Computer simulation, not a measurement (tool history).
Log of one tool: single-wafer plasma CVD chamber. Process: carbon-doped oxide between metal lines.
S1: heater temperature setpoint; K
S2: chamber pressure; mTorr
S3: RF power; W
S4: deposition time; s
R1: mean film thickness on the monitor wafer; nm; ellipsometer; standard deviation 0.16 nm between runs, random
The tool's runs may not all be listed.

{"run": 1, "hour": 0.0, "S1": 633.15, "S2": 5060, "S3": 520, "S4": 9.2, "R1": 46.62}
{"run": 2, "hour": 1.6, "S1": 635.15, "S2": 4830, "S3": 510, "S4": 9.2, "R1": 45.826}
{"run": 3, "hour": 7.9, "S1": 635.15, "S2": 4830, "S3": 510, "S4": 9.2, "R1": 45.806}
{"run": 4, "hour": 13.3, "S1": 635.15, "S2": 4830, "S3": 580, "S4": 9.2, "R1": 48.57}
{"run": 5, "hour": 14.5, "S1": 637.15, "S2": 4620, "S3": 555, "S4": 9.2, "R1": 47.573}
{"run": 6, "hour": 21.5, "S1": 637.15, "S2": 4620, "S3": 555, "S4": 8.8, "R1": 44.962}
{"run": 7, "hour": 22.0, "S1": 639.15, "S2": 4410, "S3": 545, "S4": 8.8, "R1": 44.531}
{"run": 8, "hour": 28.1, "S1": 641.15, "S2": 4240, "S3": 535, "S4": 8.8, "R1": 43.544}

The next listed run, before its measurement:
{"run": 9, "hour": 36.6, "S1": 643.15, "S2": 4080, "S3": 530, "S4": 8.8, "R1": "?"}

Run 9 yielded R1 42.615 nm.

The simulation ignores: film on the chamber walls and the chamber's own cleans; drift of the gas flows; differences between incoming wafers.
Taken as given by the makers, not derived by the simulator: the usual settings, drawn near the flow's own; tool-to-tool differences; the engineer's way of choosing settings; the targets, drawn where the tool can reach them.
